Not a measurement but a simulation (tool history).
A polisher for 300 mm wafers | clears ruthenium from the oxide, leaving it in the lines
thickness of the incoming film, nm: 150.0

run	hour	flow of slurry (ml/min)	pressure of the wafer on the pad (kPa)	speed of the pad under the wafer (m/s)	overpolish time after the end point (s)	time until the end point was called (s)
1	0.0	305	19.3	1.14	15	84.865
2	2.2	305	19.3	1.14	16	84.493
3	3.6	305	19.3	1.14	16	85.720
4	11.1	305	17.9	1.14	16	92.089
5	19.2	305	22.1	1.14	16	72.946
6	22.3	305	20.7	1.14	16	78.401
7	27.5	305	19.3	1.14	16	86.170
8	33.3	305	18.6	1.14	16	88.077
9	39.7	305	17.9	1.14	16	91.052
10	47.5	305	17.2	1.14	16	94.412
11	52.9	305	16.5	1.14	16	100.170

The next listed run, before its measurement:
12	58.8	305	15.9	1.14	16	?

{"run 12": {"time until the end point was called (s)": 102.69}}
